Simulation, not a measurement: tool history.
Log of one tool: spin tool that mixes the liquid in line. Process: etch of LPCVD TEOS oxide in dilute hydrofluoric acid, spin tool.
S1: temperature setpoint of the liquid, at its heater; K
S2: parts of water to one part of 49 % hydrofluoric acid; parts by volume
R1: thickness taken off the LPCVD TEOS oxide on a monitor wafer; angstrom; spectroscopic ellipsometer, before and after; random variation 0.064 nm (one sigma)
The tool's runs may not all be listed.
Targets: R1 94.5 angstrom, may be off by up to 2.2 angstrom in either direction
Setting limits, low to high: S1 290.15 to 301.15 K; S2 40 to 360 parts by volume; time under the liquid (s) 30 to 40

{"run": 1, "hour": 0.0, "S1": 293.15, "S2": 200, "time under the liquid (s)": 40, "R1": 36.354}
{"run": 2, "hour": 3.0, "S1": 295.15, "S2": 170, "time under the liquid (s)": 40, "R1": 48.015}
{"run": 3, "hour": 7.4, "S1": 296.65, "S2": 150, "time under the liquid (s)": 40, "R1": 57.847}
{"run": 4, "hour": 9.0, "S1": 294.65, "S2": 150, "time under the liquid (s)": 40, "R1": 54.415}
{"hour": 13.1, "done": "thermometer replaced"}
{"run": 5, "hour": 13.1, "S1": 296.15, "S2": 135, "time under the liquid (s)": 40, "R1": 62.19}
{"run": 6, "hour": 16.2, "S1": 294.15, "S2": 135, "time under the liquid (s)": 40, "R1": 57.682}
{"run": 7, "hour": 20.2, "S1": 295.65, "S2": 125, "time under the liquid (s)": 40, "R1": 67.589}
{"run": 8, "hour": 23.8, "S1": 297.15, "S2": 120, "time under the liquid (s)": 40, "R1": 73.841}

5 candidate next runs follow, results not yet known. Just one meets every target within its allowed miss. Identify it.
{"run": "A", "hour": 27.4, "S1": 298.15, "S2": 100, "time under the liquid (s)": 40, "R1": "?"}
{"run": "B", "hour": 27.4, "S1": 299.65, "S2": 145, "time under the liquid (s)": 40, "R1": "?"}
{"run": "C", "hour": 27.4, "S1": 297.65, "S2": 105, "time under the liquid (s)": 40, "R1": "?"}
{"run": "D", "hour": 27.4, "S1": 299.65, "S2": 110, "time under the liquid (s)": 40, "R1": "?"}
{"run": "E", "hour": 27.4, "S1": 296.15, "S2": 100, "time under the liquid (s)": 40, "R1": "?"}

move=A R1=95.041
move=B R1=65.665
move=C R1=88.205
move=D R1=90.429
move=E R1=87.802
A: every result lands within tolerance
B: the biggest miss grows against the last run
C: an improvement on the last run, though not all results are within tolerance
D: an improvement on the last run, though not all results are within tolerance
E: an improvement on the last run, though not all results are within tolerance
Move A is the one to make.
